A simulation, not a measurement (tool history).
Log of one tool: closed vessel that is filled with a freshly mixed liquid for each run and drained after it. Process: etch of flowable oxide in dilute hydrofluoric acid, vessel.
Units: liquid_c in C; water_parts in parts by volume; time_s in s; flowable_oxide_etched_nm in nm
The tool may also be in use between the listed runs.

| run | day | liquid_c | water_parts | time_s | flowable_oxide_etched_nm |
|---|---|---|---|---|---|
| 1 | 0.000 | 20.0 | 195 | 145 | 17.5230 |
| 2 | 0.183 | 19.5 | 210 | 145 | 15.4930 |
| 3 | 0.321 | 19.5 | 255 | 145 | 12.2560 |
| 4 | 0.362 | 19.5 | 255 | 105 | 9.0179 |
| 5 | 0.612 | 19.5 | 255 | 105 | 8.9020 |
| 6 | 0.662 | 19.5 | 190 | 105 | 12.7880 |
| 7 | 0.996 | 19.0 | 190 | 105 | 12.5140 |

The next listed run, before its measurement:
| 8 | 1.225 | 18.5 | 190 | 105 | ? |

Run 8 gave flowable_oxide_etched_nm 12.3350 nm.
